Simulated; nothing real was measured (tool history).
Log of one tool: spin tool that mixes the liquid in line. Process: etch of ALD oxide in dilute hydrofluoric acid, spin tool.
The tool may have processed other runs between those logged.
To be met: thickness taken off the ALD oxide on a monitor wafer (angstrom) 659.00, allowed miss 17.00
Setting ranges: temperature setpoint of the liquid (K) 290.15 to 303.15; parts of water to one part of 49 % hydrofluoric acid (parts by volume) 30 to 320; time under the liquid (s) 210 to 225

| run | day | temperature setpoint of the liquid (K) | parts of water to one part of 49 % hydrofluoric acid (parts by volume) | time under the liquid (s) | thickness taken off the ALD oxide on a monitor wafer (angstrom) |
|---|---|---|---|---|---|
| 1 | 0.000 | 295.15 | 175 | 210 | 315.52 |
| 2 | 0.246 | 292.15 | 175 | 210 | 281.28 |
| 3 | 0.388 | 292.15 | 215 | 210 | 220.10 |
| 4 | 0.725 | 294.65 | 185 | 210 | 289.49 |
|  | 1.071 | thermometer replaced |
| 5 | 1.071 | 296.65 | 160 | 210 | 345.84 |
| 6 | 1.317 | 298.15 | 135 | 210 | 443.60 |
| 7 | 1.562 | 299.15 | 125 | 210 | 505.72 |
| 8 | 1.779 | 300.15 | 120 | 210 | 546.32 |
| 9 | 2.000 | 301.15 | 115 | 210 | 595.13 |
| 10 | 2.096 | 301.65 | 115 | 210 | 612.09 |

5 next moves are on the table. One of them brings every result within its allowed miss. Which?
| A | 2.192 | 300.15 | 120 | 210 | ? |
| B | 2.192 | 299.15 | 100 | 225 | ? |
| C | 2.192 | 298.15 | 95 | 210 | ? |
| D | 2.192 | 301.15 | 120 | 210 | ? |
| E | 2.192 | 300.15 | 120 | 225 | ? |

| move | thickness taken off the ALD oxide on a monitor wafer (angstrom) |
|---|---|
| A | 547.05 |
| B | 694.42 |
| C | 660.25 |
| D | 568.10 |
| E | 586.12 |
A: misses by more than the last run did
B: the result that was furthest off in the last run now lies on the other side of its target
C: meets every target
D: misses by more than the last run did
E: misses by more than the last run did
C is the move that brings every result within its allowed miss.
